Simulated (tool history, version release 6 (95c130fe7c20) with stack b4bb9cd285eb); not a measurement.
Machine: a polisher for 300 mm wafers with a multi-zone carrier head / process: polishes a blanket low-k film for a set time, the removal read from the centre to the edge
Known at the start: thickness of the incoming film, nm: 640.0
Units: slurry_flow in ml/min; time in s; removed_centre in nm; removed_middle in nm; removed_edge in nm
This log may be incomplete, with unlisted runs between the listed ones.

run    day  slurry_flow  centre_zone  middle_zone  edge_zone  slurry_solids  time  removed_centre  removed_middle  removed_edge
  1      0          155            1            1          1              1    77          47.598          48.806        49.824
  2  0.129          140            1            1          1              1    77          45.746          47.653        48.138
  3  0.388          140         1.05            1          1              1    77          49.999          48.384        48.169
  4  0.425          130         1.03            1       0.97            0.9    71          41.632          41.159        41.753
  5  0.688          130         1.03            1       0.97            0.9    56          31.957          32.527        33.419
  6  0.721          130         1.03            1       0.89            0.9    56          32.564          32.321        32.109
  7  0.996          130         1.02         1.02       0.88            0.8    55          29.718          29.894        29.081
  8  1.192          130            1         1.03       0.87           0.75    55          27.399           29.13        27.632
  9  1.475          130         0.99         1.03       0.86            0.7    55          26.771          28.312        26.608
 10  1.829          125         0.98         1.03       0.85           0.65    55          25.021          26.144        24.701

Run 11 has not been measured yet. What should we expect?
 11  2.017           95         0.92         1.06       0.85           0.65    55               ?               ?             ?

Run 11 yielded removed_centre 21.457 nm, removed_middle 24.095 nm, removed_edge 23.328 nm.
